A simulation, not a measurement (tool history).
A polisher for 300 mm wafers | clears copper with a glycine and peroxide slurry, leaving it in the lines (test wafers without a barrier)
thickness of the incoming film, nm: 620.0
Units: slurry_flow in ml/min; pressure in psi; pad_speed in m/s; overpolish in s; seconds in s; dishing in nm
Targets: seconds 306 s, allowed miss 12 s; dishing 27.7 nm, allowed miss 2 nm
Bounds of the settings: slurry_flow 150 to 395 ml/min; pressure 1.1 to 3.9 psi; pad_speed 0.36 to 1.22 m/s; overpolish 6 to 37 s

run	hour	slurry_flow	pressure	pad_speed	overpolish	seconds	dishing
1	0	250	2.5	0.78	19	173.83	36.816
2	6.3	250	2.2	0.78	19	193.56	34.968
3	10.1	250	2.2	0.92	19	170.08	38.682
4	13.8	310	2.2	0.92	19	163.69	38.583
5	22.1	310	2.2	0.92	26	163.62	50.007
6	25.5	255	2.2	0.92	26	171.25	45.984
7	33.6	240	1.9	0.86	25	196.26	41.72
8	42	235	1.7	0.8	24	222.74	36.548
9	47.3	230	1.5	0.76	24	249.29	34.101

4 next moves are on the table. One of them brings every result within its allowed miss. Which?
A	52.6	245	1.3	0.7	22	?	?
B	52.6	235	1.1	0.7	23	?	?
C	52.6	205	1.2	0.76	21	?	?
D	52.6	195	1.3	0.76	16	?	?

move	seconds	dishing
A	278.71	29.326
B	304.2	28.154
C	282.34	27.764
D	272.52	22.788
A: nearer than the last run, and not there yet
B: meets every target
C: nearer than the last run, and not there yet
D: nearer than the last run, and not there yet
Answer: B
